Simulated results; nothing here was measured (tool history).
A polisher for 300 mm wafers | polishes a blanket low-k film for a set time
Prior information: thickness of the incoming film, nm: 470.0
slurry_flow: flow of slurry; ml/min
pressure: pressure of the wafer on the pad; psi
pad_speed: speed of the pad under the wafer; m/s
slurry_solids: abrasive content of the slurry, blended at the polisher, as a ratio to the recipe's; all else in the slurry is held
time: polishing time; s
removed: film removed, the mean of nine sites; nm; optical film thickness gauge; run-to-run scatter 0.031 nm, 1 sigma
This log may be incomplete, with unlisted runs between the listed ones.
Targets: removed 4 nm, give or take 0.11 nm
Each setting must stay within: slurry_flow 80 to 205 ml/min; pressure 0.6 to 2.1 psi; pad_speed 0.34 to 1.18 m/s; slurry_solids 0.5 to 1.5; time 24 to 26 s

| run | hour | slurry_flow | pressure | pad_speed | slurry_solids | time | removed |
|---|---|---|---|---|---|---|---|
| 1 | 0 | 135 | 1.3 | 0.76 | 1 | 26 | 5.307 |
| 2 | 6 | 125 | 1.2 | 0.76 | 1 | 26 | 4.9399 |
| 3 | 14.6 | 125 | 1.1 | 0.76 | 1 | 26 | 4.5429 |
| 4 | 15.4 | 125 | 0.9 | 0.76 | 1 | 26 | 3.6968 |
| 5 | 24 | 125 | 0.7 | 0.76 | 1 | 26 | 2.9572 |
| 6 | 25.5 | 125 | 0.7 | 0.58 | 1 | 26 | 2.4093 |
| 7 | 33.3 | 130 | 0.9 | 0.58 | 1 | 26 | 3.1087 |
| 8 | 41.5 | 140 | 1 | 0.58 | 1 | 26 | 3.4361 |
| 9 | 47.2 | 150 | 1 | 0.58 | 1 | 26 | 3.482 |
| 10 | 55.5 | 160 | 1 | 0.58 | 1 | 26 | 3.5152 |
| 11 | 62.2 | 165 | 1 | 0.58 | 1 | 26 | 3.5429 |
| 12 | 64.1 | 170 | 1 | 0.58 | 1 | 26 | 3.5394 |
| 13 | 67.5 | 175 | 1 | 0.58 | 1 | 26 | 3.5149 |
| 14 | 72.1 | 175 | 1.1 | 0.58 | 1 | 26 | 3.8577 |

Consider the 5 candidate settings below. Which is the only one whose results all fall within their allowed miss of target?
| A | 76.7 | 140 | 0.9 | 0.72 | 1.35 | 24 | ? |
| B | 76.7 | 175 | 1.1 | 0.64 | 0.9 | 24 | ? |
| C | 76.7 | 180 | 1.2 | 0.52 | 0.85 | 26 | ? |
| D | 76.7 | 185 | 1.1 | 0.68 | 0.8 | 26 | ? |
| E | 76.7 | 165 | 1 | 0.62 | 1.1 | 25 | ? |

| move | removed |
|---|---|
| A | 3.7742 |
| B | 3.6931 |
| C | 3.664 |
| D | 4.0055 |
| E | 3.6912 |
A: the biggest miss grows against the last run
B: the biggest miss grows against the last run
C: the biggest miss grows against the last run
D: in spec on every target
E: the biggest miss grows against the last run
D meets every target.
